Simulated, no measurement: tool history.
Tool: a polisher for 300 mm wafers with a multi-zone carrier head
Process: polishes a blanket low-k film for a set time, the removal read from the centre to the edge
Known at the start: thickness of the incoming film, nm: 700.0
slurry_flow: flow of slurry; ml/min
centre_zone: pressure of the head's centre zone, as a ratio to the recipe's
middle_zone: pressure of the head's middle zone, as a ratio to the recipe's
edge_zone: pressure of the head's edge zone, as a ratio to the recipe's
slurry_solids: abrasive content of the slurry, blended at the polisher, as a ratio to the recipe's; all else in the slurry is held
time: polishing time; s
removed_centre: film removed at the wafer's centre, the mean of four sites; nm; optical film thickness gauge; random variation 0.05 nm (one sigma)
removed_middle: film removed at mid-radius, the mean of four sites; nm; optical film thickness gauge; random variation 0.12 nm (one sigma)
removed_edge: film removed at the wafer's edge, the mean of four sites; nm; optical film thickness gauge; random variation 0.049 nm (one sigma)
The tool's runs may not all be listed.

run    day  slurry_flow  centre_zone  middle_zone  edge_zone  slurry_solids  time  removed_centre  removed_middle  removed_edge
  1      0          185            1            1          1              1    35          10.557          10.801        10.295
  2  0.083          180         0.99         1.01       0.96            0.9    35          10.009          10.066        9.6621
  3  0.425          180         0.93         1.01       0.96            0.9    35          9.4717          10.368        9.7736
  4  0.462          180         0.93         1.01       0.96            0.9    43          11.674          12.615         11.92
  5  0.583          180         0.93         0.93       0.96            0.9    43          11.696          11.791        11.892
  6  0.708          135         0.93         0.93       0.96            0.9    43          10.878          11.008        11.356
  7  1.046          140         0.93         0.98       0.93            0.8    41          10.031          10.777         10.29
  8  1.404          140         0.93         0.98       0.93            0.8    41          10.056          10.534        10.483
  9  1.712          140         0.93         0.98       0.93            0.8    41          10.016          10.696        10.363

Run 10 comes next. What will it give?
 10  1.921          145         0.94            1        0.9           0.75    40               ?               ?             ?

removed_centre: 9.8249 nm
removed_middle: 10.407 nm
removed_edge: 9.7195 nm
